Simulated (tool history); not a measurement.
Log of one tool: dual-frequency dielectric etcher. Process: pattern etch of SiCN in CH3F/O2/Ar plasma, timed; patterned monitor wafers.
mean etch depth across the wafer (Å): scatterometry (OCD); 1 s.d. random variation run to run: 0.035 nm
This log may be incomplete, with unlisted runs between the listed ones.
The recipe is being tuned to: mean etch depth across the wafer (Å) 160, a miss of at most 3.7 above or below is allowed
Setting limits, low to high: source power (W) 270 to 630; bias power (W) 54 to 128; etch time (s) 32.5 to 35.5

| run | day | source power (W) | bias power (W) | etch time (s) | mean etch depth across the wafer (Å) |
|---|---|---|---|---|---|
| 1 | 0 | 450 | 91 | 35.5 | 132.03 |
| 2 | 0.183 | 530 | 91 | 35.5 | 139.43 |
| 3 | 0.333 | 540 | 93 | 35.5 | 142.14 |
| 4 | 0.512 | 510 | 93 | 35.5 | 139.36 |
| 5 | 0.629 | 480 | 93 | 35.5 | 136.9 |
| 6 | 0.675 | 480 | 93 | 32.5 | 125.42 |
| 7 | 0.733 | 490 | 97 | 32.5 | 129.01 |
| 8 | 1.017 | 500 | 101 | 33 | 134.55 |
| 9 | 1.071 | 510 | 104 | 33 | 137.39 |

4 next moves are on the table. One of them brings every result within its allowed miss. Which?
| A | 1.125 | 520 | 113 | 35 | ? |
| B | 1.125 | 500 | 122 | 35.5 | ? |
| C | 1.125 | 590 | 114 | 33 | ? |
| D | 1.125 | 490 | 113 | 34.5 | ? |

| move | mean etch depth across the wafer (Å) |
|---|---|
| A | 153.21 |
| B | 159.75 |
| C | 151.3 |
| D | 148.13 |
A: nearer the targets than the last run, but a result is still out of spec
B: each result inside its tolerance
C: nearer the targets than the last run, but a result is still out of spec
D: nearer the targets than the last run, but a result is still out of spec
B is the move that brings every result within its allowed miss.
